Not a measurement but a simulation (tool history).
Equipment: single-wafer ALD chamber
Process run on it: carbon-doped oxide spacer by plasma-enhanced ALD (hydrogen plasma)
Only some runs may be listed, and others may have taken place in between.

run,hour,heater temperature setpoint (K),number of ALD cycles (cycles),mean film thickness on the monitor wafer (nm)
1,0.0,658.15,316,15.767
2,7.8,658.15,351,17.592
3,11.1,658.15,308,15.418
4,17.7,658.15,326,16.216
5,20.9,658.15,340,16.890
6,26.6,658.15,302,15.076
7,29.1,658.15,322,15.951
8,31.8,658.15,337,16.664
9,38.7,658.15,350,17.612
10,43.8,658.15,357,17.795
11,51.7,658.15,364,18.103
12,59.1,658.15,370,18.585
13,65.5,658.15,374,18.639
14,70.1,658.15,378,18.962
15,71.6,658.15,381,19.105

Run 16 comes next. What will it give?
16,74.6,658.15,383,?

mean film thickness on the monitor wafer (nm): 19.198
